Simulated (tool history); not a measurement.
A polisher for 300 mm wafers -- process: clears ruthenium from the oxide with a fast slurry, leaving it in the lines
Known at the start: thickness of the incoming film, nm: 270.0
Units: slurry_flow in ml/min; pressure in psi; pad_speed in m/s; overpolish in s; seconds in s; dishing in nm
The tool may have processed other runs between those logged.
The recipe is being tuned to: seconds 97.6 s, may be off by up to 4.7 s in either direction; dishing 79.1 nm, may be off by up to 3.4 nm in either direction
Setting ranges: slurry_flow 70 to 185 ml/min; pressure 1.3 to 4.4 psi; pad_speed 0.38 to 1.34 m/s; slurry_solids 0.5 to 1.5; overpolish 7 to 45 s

run,hour,slurry_flow,pressure,pad_speed,slurry_solids,overpolish,seconds,dishing
1,0,120,2.8,0.86,1,23,69.737,75.274
2,8.6,120,2.8,0.86,1,30,69.309,90.914
3,9.4,115,2.7,0.86,1,31,71.241,93.006
4,13.8,115,2.7,0.86,1.05,31,70.64,94.724
5,21.2,115,3,0.86,1.05,31,65.171,100.2
6,22.9,115,3,1.04,1.05,31,53.158,118.67
7,27.5,110,2.7,1.04,1.05,31,58.255,109.71
8,31.3,100,1.9,0.98,1.05,35,84.553,89.33
9,33,100,1.8,0.98,1.05,35,86.782,86.573

Which single option among these 5 for the next run brings every result within its allowed miss of target? Just one does.
A,34.7,120,1.8,0.94,0.95,38,?,?
B,34.7,95,1.5,0.86,1.25,40,?,?
C,34.7,100,1.8,1.22,0.9,30,?,?
D,34.7,105,2,0.98,1.05,30,?,?
E,34.7,110,1.4,0.96,1.2,35,?,?

move,seconds,dishing
A,91.637,86.488
B,104.25,81.216
C,77.281,81.991
D,78.644,80.828
E,96.595,77.481
A: nearer than the last run, and not there yet
B: takes the result that was furthest off past its target
C: further off than the last run
D: further off than the last run
E: all results in spec
So the answer is move E, the one that meets all the targets.
